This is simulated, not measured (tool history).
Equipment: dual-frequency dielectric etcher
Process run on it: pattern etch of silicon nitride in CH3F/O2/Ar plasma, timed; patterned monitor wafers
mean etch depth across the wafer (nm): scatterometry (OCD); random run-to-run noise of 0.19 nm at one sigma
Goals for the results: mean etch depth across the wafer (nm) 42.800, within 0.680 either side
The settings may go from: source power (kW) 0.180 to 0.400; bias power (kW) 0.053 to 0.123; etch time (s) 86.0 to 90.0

run	hour	source power (kW)	bias power (kW)	etch time (s)	mean etch depth across the wafer (nm)
1	0.0	0.290	0.088	86.0	50.345
2	6.1	0.270	0.086	86.0	48.109
3	12.7	0.260	0.086	86.0	47.302
4	20.6	0.250	0.086	86.0	46.352
5	29.2	0.250	0.086	90.0	48.709
6	29.9	0.240	0.086	90.0	47.634
7	31.4	0.230	0.086	90.0	46.496
8	36.9	0.180	0.083	90.0	39.457
9	43.3	0.190	0.083	90.0	41.226

Of the 5 settings listed for the next run, only one would bring every result within its allowed miss of target. Which one?
A	49.7	0.190	0.084	90.0	?
B	49.7	0.180	0.102	90.0	?
C	49.7	0.210	0.081	86.0	?
D	49.7	0.210	0.078	87.5	?
E	49.7	0.180	0.091	90.0	?

move	mean etch depth across the wafer (nm)
A	41.540
B	42.890
C	41.450
D	41.577
E	41.014
A: nearer the targets than the last run, but a result is still out of spec
B: each result inside its tolerance
C: nearer the targets than the last run, but a result is still out of spec
D: nearer the targets than the last run, but a result is still out of spec
E: further off than the last run
Correct choice: B, which meets every target
